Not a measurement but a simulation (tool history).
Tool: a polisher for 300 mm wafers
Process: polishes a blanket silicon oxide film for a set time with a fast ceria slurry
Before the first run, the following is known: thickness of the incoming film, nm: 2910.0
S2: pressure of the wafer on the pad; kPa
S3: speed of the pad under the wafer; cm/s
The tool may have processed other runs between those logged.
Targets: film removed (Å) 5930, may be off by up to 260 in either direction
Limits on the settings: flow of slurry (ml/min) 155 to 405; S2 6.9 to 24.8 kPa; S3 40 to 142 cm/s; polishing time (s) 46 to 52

{"run": 1, "hour": 0.0, "flow of slurry (ml/min)": 260, "S2": 15.9, "S3": 90, "polishing time (s)": 52, "film removed (Å)": 4320.6}
{"run": 2, "hour": 3.4, "flow of slurry (ml/min)": 260, "S2": 17.9, "S3": 90, "polishing time (s)": 52, "film removed (Å)": 4938.4}
{"run": 3, "hour": 4.5, "flow of slurry (ml/min)": 260, "S2": 17.9, "S3": 90, "polishing time (s)": 46, "film removed (Å)": 4301.9}
{"run": 4, "hour": 9.5, "flow of slurry (ml/min)": 260, "S2": 17.9, "S3": 90, "polishing time (s)": 52, "film removed (Å)": 4847.8}
{"run": 5, "hour": 12.8, "flow of slurry (ml/min)": 260, "S2": 17.9, "S3": 90, "polishing time (s)": 52, "film removed (Å)": 4823.2}
{"run": 6, "hour": 14.2, "flow of slurry (ml/min)": 260, "S2": 18.6, "S3": 90, "polishing time (s)": 52, "film removed (Å)": 5100.9}
{"run": 7, "hour": 22.1, "flow of slurry (ml/min)": 260, "S2": 19.3, "S3": 90, "polishing time (s)": 52, "film removed (Å)": 5300.6}
{"run": 8, "hour": 30.8, "flow of slurry (ml/min)": 260, "S2": 19.3, "S3": 90, "polishing time (s)": 52, "film removed (Å)": 5182.6}
{"run": 9, "hour": 32.4, "flow of slurry (ml/min)": 260, "S2": 20, "S3": 90, "polishing time (s)": 52, "film removed (Å)": 5489.9}
{"run": 10, "hour": 39.0, "flow of slurry (ml/min)": 260, "S2": 20.7, "S3": 90, "polishing time (s)": 52, "film removed (Å)": 5642.2}

Consider the 5 candidate settings below. Which is the only one whose results all fall within their allowed miss of target?
{"run": "A", "hour": 45.6, "flow of slurry (ml/min)": 295, "S2": 20.7, "S3": 94, "polishing time (s)": 48, "film removed (Å)": "?"}
{"run": "B", "hour": 45.6, "flow of slurry (ml/min)": 310, "S2": 22.8, "S3": 86, "polishing time (s)": 47, "film removed (Å)": "?"}
{"run": "C", "hour": 45.6, "flow of slurry (ml/min)": 275, "S2": 19.3, "S3": 98, "polishing time (s)": 49, "film removed (Å)": "?"}
{"run": "D", "hour": 45.6, "flow of slurry (ml/min)": 280, "S2": 22.8, "S3": 84, "polishing time (s)": 52, "film removed (Å)": "?"}
{"run": "E", "hour": 45.6, "flow of slurry (ml/min)": 245, "S2": 20.7, "S3": 90, "polishing time (s)": 51, "film removed (Å)": "?"}

move=A film_removed_(Å)=5364.5
move=B film_removed_(Å)=5349.6
move=C film_removed_(Å)=5286.3
move=D film_removed_(Å)=5745.9
move=E film_removed_(Å)=5383.8
A: further off than the last run
B: further off than the last run
C: further off than the last run
D: in spec on every target
E: further off than the last run
Correct choice: D, which meets every target

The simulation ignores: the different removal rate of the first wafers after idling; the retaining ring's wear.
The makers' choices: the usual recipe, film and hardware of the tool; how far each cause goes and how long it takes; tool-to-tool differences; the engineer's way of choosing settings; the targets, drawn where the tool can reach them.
